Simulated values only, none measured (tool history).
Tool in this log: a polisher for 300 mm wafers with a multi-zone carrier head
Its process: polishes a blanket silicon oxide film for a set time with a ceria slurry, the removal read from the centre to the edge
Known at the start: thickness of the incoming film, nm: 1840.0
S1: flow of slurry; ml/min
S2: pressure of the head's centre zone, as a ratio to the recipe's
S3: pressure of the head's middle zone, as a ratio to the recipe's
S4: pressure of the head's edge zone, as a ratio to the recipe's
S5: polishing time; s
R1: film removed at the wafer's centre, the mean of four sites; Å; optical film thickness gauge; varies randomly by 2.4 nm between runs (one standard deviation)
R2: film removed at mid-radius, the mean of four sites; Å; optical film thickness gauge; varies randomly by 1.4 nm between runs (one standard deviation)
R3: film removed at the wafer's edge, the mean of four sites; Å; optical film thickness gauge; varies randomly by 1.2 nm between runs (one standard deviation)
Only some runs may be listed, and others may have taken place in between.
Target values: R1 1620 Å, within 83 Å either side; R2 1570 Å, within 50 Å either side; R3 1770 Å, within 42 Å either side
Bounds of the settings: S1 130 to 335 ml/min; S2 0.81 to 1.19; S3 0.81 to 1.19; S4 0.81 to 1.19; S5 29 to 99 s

{"run": 1, "hour": 0.0, "S1": 215, "S2": 1, "S3": 1, "S4": 1, "S5": 64, "R1": 2589.4, "R2": 2340.9, "R3": 2354.9}
{"run": 2, "hour": 4.6, "S1": 215, "S2": 1, "S3": 0.91, "S4": 1, "S5": 64, "R1": 2522.8, "R2": 2114.2, "R3": 2341.5}
{"run": 3, "hour": 11.4, "S1": 200, "S2": 0.94, "S3": 0.88, "S4": 0.96, "S5": 60, "R1": 2206.5, "R2": 1937.6, "R3": 2197.4}
{"run": 4, "hour": 19.4, "S1": 195, "S2": 0.91, "S3": 0.87, "S4": 0.93, "S5": 56, "R1": 2029.3, "R2": 1789.2, "R3": 1989.6}
{"run": 5, "hour": 22.2, "S1": 180, "S2": 0.88, "S3": 0.87, "S4": 0.93, "S5": 54, "R1": 1807, "R2": 1674.6, "R3": 1916.6}
{"run": 6, "hour": 24.2, "S1": 180, "S2": 0.88, "S3": 0.9, "S4": 0.93, "S5": 54, "R1": 1801.8, "R2": 1736, "R3": 1902.7}
{"run": 7, "hour": 26.5, "S1": 170, "S2": 0.87, "S3": 0.89, "S4": 0.91, "S5": 53, "R1": 1799.1, "R2": 1684.9, "R3": 1848.2}
{"run": 8, "hour": 31.8, "S1": 165, "S2": 0.85, "S3": 0.88, "S4": 0.9, "S5": 53, "R1": 1694.8, "R2": 1644.1, "R3": 1822.8}
{"run": 9, "hour": 36.0, "S1": 155, "S2": 0.85, "S3": 0.87, "S4": 0.89, "S5": 53, "R1": 1686.9, "R2": 1638.8, "R3": 1779.3}

Which single option among these 5 for the next run brings every result within its allowed miss of target? Just one does.
{"run": "A", "hour": 40.2, "S1": 155, "S2": 0.83, "S3": 0.86, "S4": 0.89, "S5": 52, "R1": "?", "R2": "?", "R3": "?"}
{"run": "B", "hour": 40.2, "S1": 160, "S2": 0.92, "S3": 0.81, "S4": 0.92, "S5": 51, "R1": "?", "R2": "?", "R3": "?"}
{"run": "C", "hour": 40.2, "S1": 180, "S2": 0.92, "S3": 0.81, "S4": 0.9, "S5": 51, "R1": "?", "R2": "?", "R3": "?"}
{"run": "D", "hour": 40.2, "S1": 155, "S2": 0.93, "S3": 0.87, "S4": 0.89, "S5": 52, "R1": "?", "R2": "?", "R3": "?"}
{"run": "E", "hour": 40.2, "S1": 145, "S2": 0.81, "S3": 0.96, "S4": 0.88, "S5": 52, "R1": "?", "R2": "?", "R3": "?"}

move=A R1=1621.1 R2=1573.6 R3=1782.7
move=B R1=1773.3 R2=1477.1 R3=1783.8
move=C R1=1813.4 R2=1506.8 R3=1791.7
move=D R1=1816.6 R2=1587.7 R3=1782.5
move=E R1=1560.7 R2=1702.8 R3=1755.1
A: every result within its allowed miss
B: pushes the last run's worst result past its target
C: pushes the last run's worst result past its target
D: the worst result of the last run now meets its target, but another is out of spec
E: further off than the last run
Go with A: it meets all targets.

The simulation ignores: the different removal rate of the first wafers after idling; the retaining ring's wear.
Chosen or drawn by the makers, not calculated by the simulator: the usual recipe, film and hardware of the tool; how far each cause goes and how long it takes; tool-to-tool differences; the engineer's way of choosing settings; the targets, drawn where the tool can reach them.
